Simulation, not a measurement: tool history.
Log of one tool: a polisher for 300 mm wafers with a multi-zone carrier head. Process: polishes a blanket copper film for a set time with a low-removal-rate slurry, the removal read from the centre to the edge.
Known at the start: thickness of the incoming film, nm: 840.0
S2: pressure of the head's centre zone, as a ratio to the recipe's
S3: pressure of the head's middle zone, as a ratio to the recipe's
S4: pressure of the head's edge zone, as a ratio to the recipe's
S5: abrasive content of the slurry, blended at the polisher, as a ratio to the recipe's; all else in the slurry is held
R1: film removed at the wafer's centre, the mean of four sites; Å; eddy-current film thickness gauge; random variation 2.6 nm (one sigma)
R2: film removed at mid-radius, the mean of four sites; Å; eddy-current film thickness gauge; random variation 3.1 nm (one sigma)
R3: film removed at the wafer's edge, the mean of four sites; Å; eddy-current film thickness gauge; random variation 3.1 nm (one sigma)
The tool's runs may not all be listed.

Run 1, hour 0.0: flow of slurry (ml/min) 145, S2 1.00, S3 1.00, S4 1.00, S5 1.00, polishing time (s) 59. Result: R1 1383.7 Å, R2 1406.8 Å, R3 1369.3 Å.
Run 2, hour 5.3: flow of slurry (ml/min) 145, S2 1.00, S3 1.00, S4 1.00, S5 1.00, polishing time (s) 44. Result: R1 1039.6 Å, R2 1061.0 Å, R3 1036.0 Å.
Run 3, hour 11.1: flow of slurry (ml/min) 145, S2 1.00, S3 1.00, S4 1.00, S5 1.10, polishing time (s) 44. Result: R1 1086.2 Å, R2 1087.3 Å, R3 1066.5 Å.
Run 4, hour 12.2: flow of slurry (ml/min) 145, S2 1.00, S3 1.01, S4 1.01, S5 1.15, polishing time (s) 47. Result: R1 1148.7 Å, R2 1142.4 Å, R3 1131.0 Å.
Run 5, hour 19.1: flow of slurry (ml/min) 145, S2 1.00, S3 1.01, S4 1.01, S5 1.05, polishing time (s) 47. Result: R1 1158.0 Å, R2 1137.8 Å, R3 1090.1 Å.
Run 6, hour 19.8: flow of slurry (ml/min) 145, S2 1.00, S3 0.98, S4 1.01, S5 1.05, polishing time (s) 47. Result: R1 1117.6 Å, R2 1102.9 Å, R3 1106.4 Å.
Run 7, hour 20.9: flow of slurry (ml/min) 145, S2 1.00, S3 0.99, S4 1.01, S5 1.10, polishing time (s) 50. Result: R1 1207.5 Å, R2 1179.9 Å, R3 1238.7 Å.
Run 8, hour 24.3: flow of slurry (ml/min) 185, S2 1.09, S3 1.09, S4 0.91, S5 1.35, polishing time (s) 67. Result: R1 1967.4 Å, R2 1923.3 Å, R3 1705.0 Å.
Run 9, hour 25.9: flow of slurry (ml/min) 185, S2 1.09, S3 1.09, S4 0.92, S5 1.35, polishing time (s) 68. Result: R1 1985.2 Å, R2 1898.3 Å, R3 1696.7 Å.
Run 10, hour 27.8: flow of slurry (ml/min) 185, S2 1.09, S3 1.09, S4 0.92, S5 1.35, polishing time (s) 68. Result: R1 1969.8 Å, R2 1894.9 Å, R3 1731.7 Å.
Run 11, hour 30.5: flow of slurry (ml/min) 185, S2 1.09, S3 1.09, S4 0.93, S5 1.35, polishing time (s) 69. Result: R1 2012.3 Å, R2 1980.2 Å, R3 1772.2 Å.
Run 12, hour 38.0: flow of slurry (ml/min) 195, S2 1.08, S3 1.05, S4 1.03, S5 1.50, polishing time (s) 73. Result: R1 2224.4 Å, R2 2084.6 Å, R3 1984.7 Å.
Run 13, hour 40.4: flow of slurry (ml/min) 195, S2 1.07, S3 1.05, S4 1.03, S5 1.50, polishing time (s) 73. Result: R1 2166.6 Å, R2 2097.1 Å, R3 1969.5 Å.
Run 14, hour 43.3: flow of slurry (ml/min) 195, S2 1.07, S3 1.05, S4 1.04, S5 1.50, polishing time (s) 73. Result: R1 2174.7 Å, R2 2077.7 Å, R3 2034.8 Å.

The next listed run, before its measurement:
Run 15, hour 45.5: flow of slurry (ml/min) 200, S2 1.07, S3 1.07, S4 1.05, S5 1.50, polishing time (s) 74. Result: R1 ?, R2 ?, R3 ?.

{"run 15": {"R1": 2157.6, "R2": 2150.6, "R3": 1984.0}}
